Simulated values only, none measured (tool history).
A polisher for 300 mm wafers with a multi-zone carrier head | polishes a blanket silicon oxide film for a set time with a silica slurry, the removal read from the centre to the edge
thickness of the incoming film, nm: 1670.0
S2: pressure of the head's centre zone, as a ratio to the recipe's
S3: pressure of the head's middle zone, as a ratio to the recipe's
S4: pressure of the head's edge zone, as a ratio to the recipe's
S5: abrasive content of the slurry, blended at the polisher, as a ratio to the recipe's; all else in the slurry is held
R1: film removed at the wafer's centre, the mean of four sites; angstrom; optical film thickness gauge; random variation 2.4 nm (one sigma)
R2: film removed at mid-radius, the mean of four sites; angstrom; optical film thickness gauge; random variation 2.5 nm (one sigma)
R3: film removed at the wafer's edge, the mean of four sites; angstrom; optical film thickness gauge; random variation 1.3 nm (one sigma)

{"run": 1, "hour": 0.0, "flow of slurry (ml/min)": 240, "S2": 1.0, "S3": 1.0, "S4": 1.0, "S5": 1.0, "polishing time (s)": 74, "R1": 2821.6, "R2": 2732.5, "R3": 2777.0}
{"run": 2, "hour": 1.6, "flow of slurry (ml/min)": 240, "S2": 1.0, "S3": 0.99, "S4": 0.98, "S5": 0.95, "polishing time (s)": 72, "R1": 2554.1, "R2": 2478.0, "R3": 2520.8}
{"run": 3, "hour": 10.4, "flow of slurry (ml/min)": 240, "S2": 1.0, "S3": 0.99, "S4": 0.98, "S5": 0.95, "polishing time (s)": 79, "R1": 2858.2, "R2": 2801.1, "R3": 2848.2}
{"run": 4, "hour": 19.2, "flow of slurry (ml/min)": 240, "S2": 1.01, "S3": 0.98, "S4": 0.96, "S5": 0.9, "polishing time (s)": 78, "R1": 2714.4, "R2": 2580.6, "R3": 2618.3}
{"run": 5, "hour": 19.7, "flow of slurry (ml/min)": 240, "S2": 1.09, "S3": 0.98, "S4": 0.96, "S5": 0.9, "polishing time (s)": 78, "R1": 2998.7, "R2": 2584.1, "R3": 2648.1}
{"run": 6, "hour": 22.2, "flow of slurry (ml/min)": 295, "S2": 1.09, "S3": 0.98, "S4": 0.96, "S5": 0.9, "polishing time (s)": 78, "R1": 3056.1, "R2": 2643.8, "R3": 2691.9}
{"run": 7, "hour": 30.0, "flow of slurry (ml/min)": 295, "S2": 1.08, "S3": 0.97, "S4": 0.94, "S5": 0.85, "polishing time (s)": 77, "R1": 2813.7, "R2": 2453.4, "R3": 2550.5}
{"run": 8, "hour": 33.6, "flow of slurry (ml/min)": 290, "S2": 1.08, "S3": 0.97, "S4": 0.92, "S5": 0.8, "polishing time (s)": 76, "R1": 2659.7, "R2": 2355.0, "R3": 2330.1}
{"run": 9, "hour": 42.0, "flow of slurry (ml/min)": 290, "S2": 1.07, "S3": 0.95, "S4": 0.91, "S5": 0.75, "polishing time (s)": 76, "R1": 2431.8, "R2": 2248.3, "R3": 2184.9}
{"run": 10, "hour": 49.6, "flow of slurry (ml/min)": 295, "S2": 1.07, "S3": 0.93, "S4": 0.91, "S5": 0.7, "polishing time (s)": 75, "R1": 2277.9, "R2": 2021.2, "R3": 2020.9}
{"run": 11, "hour": 54.9, "flow of slurry (ml/min)": 290, "S2": 1.06, "S3": 0.91, "S4": 0.9, "S5": 0.7, "polishing time (s)": 75, "R1": 2255.4, "R2": 1976.2, "R3": 2000.3}
{"run": 12, "hour": 62.3, "flow of slurry (ml/min)": 290, "S2": 1.05, "S3": 0.9, "S4": 0.89, "S5": 0.7, "polishing time (s)": 75, "R1": 2282.2, "R2": 1924.1, "R3": 2027.6}
{"run": 13, "hour": 69.4, "flow of slurry (ml/min)": 290, "S2": 1.04, "S3": 0.9, "S4": 0.88, "S5": 0.7, "polishing time (s)": 75, "R1": 2218.6, "R2": 1959.6, "R3": 1984.1}
{"run": 14, "hour": 77.8, "flow of slurry (ml/min)": 290, "S2": 1.03, "S3": 0.89, "S4": 0.87, "S5": 0.7, "polishing time (s)": 75, "R1": 2152.4, "R2": 1951.0, "R3": 1976.9}
{"run": 15, "hour": 86.2, "flow of slurry (ml/min)": 290, "S2": 1.03, "S3": 0.88, "S4": 0.86, "S5": 0.7, "polishing time (s)": 75, "R1": 2217.2, "R2": 1851.9, "R3": 1950.8}
{"run": 16, "hour": 89.6, "flow of slurry (ml/min)": 290, "S2": 1.02, "S3": 0.88, "S4": 0.85, "S5": 0.7, "polishing time (s)": 75, "R1": 2193.2, "R2": 1887.8, "R3": 1987.8}
{"run": 17, "hour": 90.7, "flow of slurry (ml/min)": 285, "S2": 1.0, "S3": 0.86, "S4": 0.84, "S5": 0.6, "polishing time (s)": 75, "R1": 1773.1, "R2": 1611.8, "R3": 1606.8}
{"run": 18, "hour": 92.7, "flow of slurry (ml/min)": 290, "S2": 1.0, "S3": 0.86, "S4": 0.85, "S5": 0.6, "polishing time (s)": 75, "R1": 1781.0, "R2": 1575.3, "R3": 1649.8}
{"run": 19, "hour": 101.4, "flow of slurry (ml/min)": 295, "S2": 1.0, "S3": 0.86, "S4": 0.85, "S5": 0.6, "polishing time (s)": 75, "R1": 1822.8, "R2": 1591.8, "R3": 1644.1}
{"run": 20, "hour": 103.5, "flow of slurry (ml/min)": 290, "S2": 1.0, "S3": 0.86, "S4": 0.86, "S5": 0.6, "polishing time (s)": 75, "R1": 1798.1, "R2": 1603.9, "R3": 1666.0}
{"run": 21, "hour": 109.7, "flow of slurry (ml/min)": 310, "S2": 1.02, "S3": 0.87, "S4": 0.9, "S5": 0.65, "polishing time (s)": 75, "R1": 2015.0, "R2": 1790.7, "R3": 1858.8}
{"run": 22, "hour": 114.0, "flow of slurry (ml/min)": 300, "S2": 1.02, "S3": 0.87, "S4": 0.89, "S5": 0.65, "polishing time (s)": 75, "R1": 1999.4, "R2": 1724.9, "R3": 1850.2}

Forecast run 23:
{"run": 23, "hour": 122.9, "flow of slurry (ml/min)": 295, "S2": 1.02, "S3": 0.87, "S4": 0.89, "S5": 0.65, "polishing time (s)": 75, "R1": "?", "R2": "?", "R3": "?"}

R1: 1971.5 angstrom
R2: 1769.4 angstrom
R3: 1849.1 angstrom
